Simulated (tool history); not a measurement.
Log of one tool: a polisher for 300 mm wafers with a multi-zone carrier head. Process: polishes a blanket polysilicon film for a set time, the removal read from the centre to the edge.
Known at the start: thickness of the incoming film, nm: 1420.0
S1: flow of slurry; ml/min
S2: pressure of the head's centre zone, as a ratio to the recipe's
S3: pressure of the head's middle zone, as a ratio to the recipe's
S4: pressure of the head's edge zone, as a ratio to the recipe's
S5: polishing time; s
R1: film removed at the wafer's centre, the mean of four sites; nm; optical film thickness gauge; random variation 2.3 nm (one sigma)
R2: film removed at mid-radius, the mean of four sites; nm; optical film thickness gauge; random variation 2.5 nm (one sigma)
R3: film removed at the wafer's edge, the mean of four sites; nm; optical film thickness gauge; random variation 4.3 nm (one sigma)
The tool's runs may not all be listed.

| run | hour | S1 | S2 | S3 | S4 | S5 | R1 | R2 | R3 |
|---|---|---|---|---|---|---|---|---|---|
| 1 | 0.0 | 210 | 1.00 | 1.00 | 1.00 | 38 | 359.56 | 346.75 | 367.28 |
| 2 | 2.6 | 210 | 1.00 | 0.97 | 1.00 | 38 | 355.16 | 335.07 | 364.76 |
| 3 | 5.5 | 210 | 1.00 | 0.90 | 1.00 | 38 | 360.73 | 315.86 | 356.73 |
| 4 | 10.7 | 210 | 1.03 | 0.90 | 1.00 | 38 | 365.54 | 316.80 | 357.35 |
|  | 13.1 | slurry nozzle cleaned |
| 5 | 13.1 | 235 | 1.00 | 0.98 | 1.02 | 38 | 380.28 | 360.48 | 374.11 |
| 6 | 21.1 | 230 | 0.97 | 1.01 | 1.06 | 38 | 365.94 | 365.79 | 385.91 |
| 7 | 24.7 | 235 | 0.95 | 1.04 | 1.07 | 38 | 357.91 | 377.07 | 387.80 |

Run 8 comes next. What will it give?
| 8 | 28.0 | 245 | 0.94 | 1.05 | 1.09 | 38 | ? | ? | ? |

Run 8 gave R1 360.29 nm, R2 382.38 nm, R3 393.67 nm.
